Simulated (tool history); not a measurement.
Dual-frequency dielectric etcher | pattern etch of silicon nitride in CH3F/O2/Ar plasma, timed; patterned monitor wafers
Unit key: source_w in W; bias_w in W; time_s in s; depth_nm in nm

run 1 hour=0.0 | source_w=400 bias_w=59 time_s=47.5 | depth_nm=28.444
run 2 hour=6.1 | source_w=400 bias_w=59 time_s=44.0 | depth_nm=26.143
run 3 hour=9.6 | source_w=370 bias_w=58 time_s=44.0 | depth_nm=25.418
run 4 hour=15.9 | source_w=410 bias_w=58 time_s=44.0 | depth_nm=26.440
run 5 hour=18.5 | source_w=370 bias_w=57 time_s=44.0 | depth_nm=25.405
run 6 hour=25.8 | source_w=340 bias_w=56 time_s=44.0 | depth_nm=24.438
run 7 hour=34.8 | source_w=320 bias_w=56 time_s=44.0 | depth_nm=24.042
run 8 hour=35.6 | source_w=310 bias_w=56 time_s=44.0 | depth_nm=23.714
run 9 hour=36.6 | source_w=300 bias_w=56 time_s=44.0 | depth_nm=23.460

What does the tool deliver on the next run?
run 10 hour=43.0 | source_w=290 bias_w=56 time_s=44.0 | depth_nm=?

Run 10 gave depth_nm 23.320 nm.
